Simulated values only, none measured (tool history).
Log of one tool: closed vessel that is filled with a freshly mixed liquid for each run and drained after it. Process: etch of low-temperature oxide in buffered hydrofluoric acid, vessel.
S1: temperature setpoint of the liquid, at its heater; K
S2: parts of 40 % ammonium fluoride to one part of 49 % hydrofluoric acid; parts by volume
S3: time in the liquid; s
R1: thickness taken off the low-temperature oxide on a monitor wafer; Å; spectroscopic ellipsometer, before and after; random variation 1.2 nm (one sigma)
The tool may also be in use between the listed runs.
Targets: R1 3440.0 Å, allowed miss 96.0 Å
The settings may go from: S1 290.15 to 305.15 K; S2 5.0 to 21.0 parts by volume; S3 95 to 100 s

run,hour,S1,S2,S3,R1
1,0.0,297.15,13.0,95,1722.7
2,5.2,298.65,12.5,95,1946.8
3,7.0,298.65,10.0,95,2419.4
4,15.6,299.65,10.0,95,2532.8
5,22.8,297.15,10.0,95,2227.0
6,28.7,297.15,7.0,95,3123.4
7,30.1,297.65,7.0,95,3205.8
8,35.3,298.15,7.0,95,3291.5

Which of these 4 next moves meets every target?
A,40.5,297.65,7.0,95,?
B,40.5,296.65,6.5,100,?
C,40.5,299.15,7.5,95,?
D,40.5,298.65,7.5,95,?

move,R1
A,3206.4
B,3408.7
C,3227.6
D,3141.9
A: further off than the last run
B: meets every target
C: further off than the last run
D: further off than the last run
Answer: B
